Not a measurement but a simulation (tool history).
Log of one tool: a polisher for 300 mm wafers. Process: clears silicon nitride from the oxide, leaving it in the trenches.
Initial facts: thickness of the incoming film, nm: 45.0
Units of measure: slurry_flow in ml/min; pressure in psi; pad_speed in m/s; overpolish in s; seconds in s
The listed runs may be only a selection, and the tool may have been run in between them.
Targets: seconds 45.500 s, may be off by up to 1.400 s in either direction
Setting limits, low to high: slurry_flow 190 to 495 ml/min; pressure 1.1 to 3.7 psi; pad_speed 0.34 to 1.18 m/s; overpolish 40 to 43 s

run	hour	slurry_flow	pressure	pad_speed	overpolish	seconds
1	0.0	320	2.4	0.76	40	60.426
2	0.6	320	1.9	0.76	40	75.189
3	4.8	320	1.9	0.88	40	67.264
4	9.2	320	1.9	0.76	40	75.980
5	9.8	320	2.1	0.76	40	69.563
6	12.2	320	2.1	0.76	40	68.433
7	19.6	320	2.1	0.76	40	68.435
8	28.0	320	2.2	0.76	40	65.713
9	34.1	320	2.3	0.76	40	62.858
10	37.2	320	2.9	0.78	40	49.542

4 next moves are on the table. One of them brings every result within its allowed miss. Which?
A	40.3	325	3.0	0.76	43	?
B	40.3	275	3.1	0.90	43	?
C	40.3	300	3.5	0.70	40	?
D	40.3	335	3.7	0.58	41	?

move	seconds
A	49.664
B	42.279
C	46.149
D	50.544
A: about as far from the targets as the last run
B: carries the result that was furthest off beyond its target, to the other side
C: every result lands within tolerance
D: further off than the last run
C meets every target.

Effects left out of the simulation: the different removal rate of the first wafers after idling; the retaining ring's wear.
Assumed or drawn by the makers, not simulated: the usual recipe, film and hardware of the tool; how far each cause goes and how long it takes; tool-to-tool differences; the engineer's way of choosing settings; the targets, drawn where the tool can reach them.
